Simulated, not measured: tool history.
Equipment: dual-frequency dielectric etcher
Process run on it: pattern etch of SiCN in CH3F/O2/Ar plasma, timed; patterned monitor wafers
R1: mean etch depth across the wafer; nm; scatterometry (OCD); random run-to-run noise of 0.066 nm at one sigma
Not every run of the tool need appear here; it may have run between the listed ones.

run 1 hour=0 | source_power_(kW)=0.34 bias_power_(kW)=0.064 etch_time_(s)=37 | R1=11.896
run 2 hour=4.4 | source_power_(kW)=0.34 bias_power_(kW)=0.052 etch_time_(s)=37 | R1=10.806
run 3 hour=11.2 | source_power_(kW)=0.37 bias_power_(kW)=0.059 etch_time_(s)=37 | R1=11.781
run 4 hour=12.9 | source_power_(kW)=0.4 bias_power_(kW)=0.064 etch_time_(s)=37 | R1=12.627
run 5 hour=13.7 | source_power_(kW)=0.4 bias_power_(kW)=0.064 etch_time_(s)=34.5 | R1=11.804
run 6 hour=14.6 | source_power_(kW)=0.4 bias_power_(kW)=0.064 etch_time_(s)=37 | R1=12.508

Run 7 is up next; what results do you expect?
run 7 hour=15.7 | source_power_(kW)=0.4 bias_power_(kW)=0.064 etch_time_(s)=37 | R1=?

R1: 12.655 nm
